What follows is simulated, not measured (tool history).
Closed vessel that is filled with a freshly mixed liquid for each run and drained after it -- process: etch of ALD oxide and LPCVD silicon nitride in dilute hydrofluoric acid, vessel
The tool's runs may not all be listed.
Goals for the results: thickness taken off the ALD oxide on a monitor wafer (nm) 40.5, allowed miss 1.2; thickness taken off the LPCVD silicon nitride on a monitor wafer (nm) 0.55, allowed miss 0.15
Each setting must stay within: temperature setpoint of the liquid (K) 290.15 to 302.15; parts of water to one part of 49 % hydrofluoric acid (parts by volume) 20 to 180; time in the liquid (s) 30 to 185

run,hour,temperature setpoint of the liquid (K),parts of water to one part of 49 % hydrofluoric acid (parts by volume),time in the liquid (s),thickness taken off the ALD oxide on a monitor wafer (nm),thickness taken off the LPCVD silicon nitride on a monitor wafer (nm)
1,0,294.15,100,95,24.306,0.33307
2,6.1,295.15,95,95,27.076,0.46996
3,14.5,293.65,95,95,25.242,0.37897
4,16.7,293.65,125,95,18.848,0.27681
5,22.1,294.15,115,95,20.864,0.36459
6,22.9,294.15,105,95,23.358,0.32597
7,24.9,294.65,95,95,26.392,0.41113
8,29.4,294.65,90,95,27.978,0.47343
9,36.1,294.65,85,95,30.076,0.47879
10,42.8,294.65,85,95,30.142,0.45641
11,50.6,294.65,80,95,31.975,0.43833
12,56.5,295.15,75,95,34.663,0.48247

Exactly one of the 4 candidate moves below puts every result within its allowed miss. Which one?
A,62.4,290.15,55,105,?,?
B,62.4,290.65,50,90,?,?
C,62.4,298.65,90,75,?,?
D,62.4,292.15,55,90,?,?

move,thickness taken off the ALD oxide on a monitor wafer (nm),thickness taken off the LPCVD silicon nitride on a monitor wafer (nm)
A,43.491,0.55488
B,42.139,0.54044
C,25.876,0.43708
D,40.626,0.54751
A: pushes the last run's worst result past its target
B: pushes the last run's worst result past its target
C: moves away from the targets compared with the last run
D: all results in spec
D is the move that brings every result within its allowed miss.
